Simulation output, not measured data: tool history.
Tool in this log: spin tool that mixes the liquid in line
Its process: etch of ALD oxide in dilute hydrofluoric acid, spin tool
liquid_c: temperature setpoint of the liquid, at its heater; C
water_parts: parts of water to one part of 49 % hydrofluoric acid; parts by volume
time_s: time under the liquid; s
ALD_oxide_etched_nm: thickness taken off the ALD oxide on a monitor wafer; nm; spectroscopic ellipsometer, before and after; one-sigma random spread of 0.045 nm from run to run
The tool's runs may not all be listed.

Run 1, hour 0: liquid_c 23 C, water_parts 210 parts by volume, time_s 90 s. Result: ALD_oxide_etched_nm 11.921 nm.
Run 2, hour 6.6: liquid_c 23 C, water_parts 180 parts by volume, time_s 90 s. Result: ALD_oxide_etched_nm 14.291 nm.
Run 3, hour 9.8: liquid_c 23 C, water_parts 180 parts by volume, time_s 95 s. Result: ALD_oxide_etched_nm 15.088 nm.
Run 4, hour 11.1: liquid_c 23 C, water_parts 180 parts by volume, time_s 95 s. Result: ALD_oxide_etched_nm 15.087 nm.
Run 5, hour 16.6: liquid_c 23 C, water_parts 180 parts by volume, time_s 90 s. Result: ALD_oxide_etched_nm 14.337 nm.
Run 6, hour 19.2: liquid_c 23 C, water_parts 180 parts by volume, time_s 95 s. Result: ALD_oxide_etched_nm 15.164 nm.
Run 7, hour 25.2: liquid_c 21 C, water_parts 200 parts by volume, time_s 95 s. Result: ALD_oxide_etched_nm 12.361 nm.

Forecast run 8:
Run 8, hour 31.9: liquid_c 19.5 C, water_parts 210 parts by volume, time_s 95 s. Result: ALD_oxide_etched_nm ?.

{"run 8": {"ALD_oxide_etched_nm": 10.992}}

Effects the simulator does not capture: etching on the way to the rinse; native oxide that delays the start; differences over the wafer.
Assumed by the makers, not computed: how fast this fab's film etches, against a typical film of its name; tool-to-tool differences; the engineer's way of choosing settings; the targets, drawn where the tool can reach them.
